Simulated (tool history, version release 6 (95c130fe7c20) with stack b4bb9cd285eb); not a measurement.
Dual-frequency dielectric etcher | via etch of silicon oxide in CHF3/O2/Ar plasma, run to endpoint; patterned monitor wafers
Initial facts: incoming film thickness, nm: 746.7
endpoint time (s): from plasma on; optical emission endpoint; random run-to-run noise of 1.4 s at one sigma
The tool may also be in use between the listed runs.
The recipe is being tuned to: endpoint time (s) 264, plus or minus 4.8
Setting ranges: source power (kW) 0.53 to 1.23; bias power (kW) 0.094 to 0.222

run,hour,source power (kW),bias power (kW),endpoint time (s)
1,0,0.88,0.158,311.47
2,5.9,0.88,0.145,320.63
3,12.5,0.76,0.145,335.23
4,16.2,0.9,0.158,313.33
5,17,1.05,0.158,291.37
6,24.3,0.93,0.158,304.11
7,29.9,1.02,0.163,292.53
8,31.3,1.08,0.168,283.04

Which single option among these 5 for the next run brings every result within its allowed miss of target? Just one does.
A,32.7,1,0.166,?
B,32.7,1.23,0.182,?
C,32.7,1.13,0.178,?
D,32.7,1.15,0.168,?
E,32.7,0.89,0.185,?

move,endpoint time (s)
A,294.93
B,266.73
C,276.83
D,279.3
E,298.78
A: misses by more than the last run did
B: in spec on every target
C: nearer the targets than the last run, but a result is still out of spec
D: nearer the targets than the last run, but a result is still out of spec
E: misses by more than the last run did
The right move is B.

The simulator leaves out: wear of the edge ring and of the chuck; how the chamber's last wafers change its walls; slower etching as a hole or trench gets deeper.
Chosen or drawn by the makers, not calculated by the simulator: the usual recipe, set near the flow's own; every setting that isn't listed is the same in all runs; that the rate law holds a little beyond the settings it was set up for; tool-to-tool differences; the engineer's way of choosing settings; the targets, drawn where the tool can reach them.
